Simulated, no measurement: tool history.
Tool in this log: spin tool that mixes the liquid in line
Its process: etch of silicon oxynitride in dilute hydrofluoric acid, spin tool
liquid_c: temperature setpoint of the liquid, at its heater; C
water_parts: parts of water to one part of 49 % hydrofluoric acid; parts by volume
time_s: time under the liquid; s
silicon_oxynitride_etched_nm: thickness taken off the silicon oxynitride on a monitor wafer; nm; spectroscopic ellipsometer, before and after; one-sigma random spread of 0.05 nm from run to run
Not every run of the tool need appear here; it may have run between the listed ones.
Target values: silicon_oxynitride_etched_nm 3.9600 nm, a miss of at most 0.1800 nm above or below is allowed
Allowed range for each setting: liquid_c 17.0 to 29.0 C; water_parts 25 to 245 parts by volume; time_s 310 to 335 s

{"run": 1, "hour": 0.0, "liquid_c": 21.0, "water_parts": 135, "time_s": 310, "silicon_oxynitride_etched_nm": 5.7481}
{"run": 2, "hour": 3.4, "liquid_c": 21.0, "water_parts": 135, "time_s": 310, "silicon_oxynitride_etched_nm": 5.7337}
{"run": 3, "hour": 11.2, "liquid_c": 19.0, "water_parts": 135, "time_s": 310, "silicon_oxynitride_etched_nm": 5.2091}
{"run": 4, "hour": 13.1, "liquid_c": 19.0, "water_parts": 135, "time_s": 335, "silicon_oxynitride_etched_nm": 5.6082}
{"run": 5, "hour": 15.6, "liquid_c": 19.0, "water_parts": 160, "time_s": 335, "silicon_oxynitride_etched_nm": 4.6998}
{"hour": 21.4, "done": "hydrofluoric acid flow meter replaced"}
{"run": 6, "hour": 21.4, "liquid_c": 19.0, "water_parts": 130, "time_s": 335, "silicon_oxynitride_etched_nm": 5.5641}
{"run": 7, "hour": 28.5, "liquid_c": 18.5, "water_parts": 135, "time_s": 335, "silicon_oxynitride_etched_nm": 5.1878}
{"run": 8, "hour": 29.8, "liquid_c": 18.0, "water_parts": 140, "time_s": 335, "silicon_oxynitride_etched_nm": 4.818}
{"run": 9, "hour": 38.6, "liquid_c": 18.0, "water_parts": 145, "time_s": 335, "silicon_oxynitride_etched_nm": 4.5405}
{"run": 10, "hour": 41.6, "liquid_c": 17.5, "water_parts": 150, "time_s": 335, "silicon_oxynitride_etched_nm": 4.1922}
{"run": 11, "hour": 44.3, "liquid_c": 17.0, "water_parts": 150, "time_s": 335, "silicon_oxynitride_etched_nm": 4.2185}

Of the 4 settings listed for the next run, only one would bring every result within its allowed miss of target. Which one?
{"run": "A", "hour": 47.0, "liquid_c": 17.5, "water_parts": 140, "time_s": 315, "silicon_oxynitride_etched_nm": "?"}
{"run": "B", "hour": 47.0, "liquid_c": 17.0, "water_parts": 135, "time_s": 310, "silicon_oxynitride_etched_nm": "?"}
{"run": "C", "hour": 47.0, "liquid_c": 17.5, "water_parts": 135, "time_s": 320, "silicon_oxynitride_etched_nm": "?"}
{"run": "D", "hour": 47.0, "liquid_c": 18.0, "water_parts": 165, "time_s": 330, "silicon_oxynitride_etched_nm": "?"}

move=A silicon_oxynitride_etched_nm=4.4180
move=B silicon_oxynitride_etched_nm=4.4133
move=C silicon_oxynitride_etched_nm=4.6692
move=D silicon_oxynitride_etched_nm=3.9606
A: misses by more than the last run did
B: misses by more than the last run did
C: misses by more than the last run did
D: all results land within tolerance of their targets
The move that meets every target is D.

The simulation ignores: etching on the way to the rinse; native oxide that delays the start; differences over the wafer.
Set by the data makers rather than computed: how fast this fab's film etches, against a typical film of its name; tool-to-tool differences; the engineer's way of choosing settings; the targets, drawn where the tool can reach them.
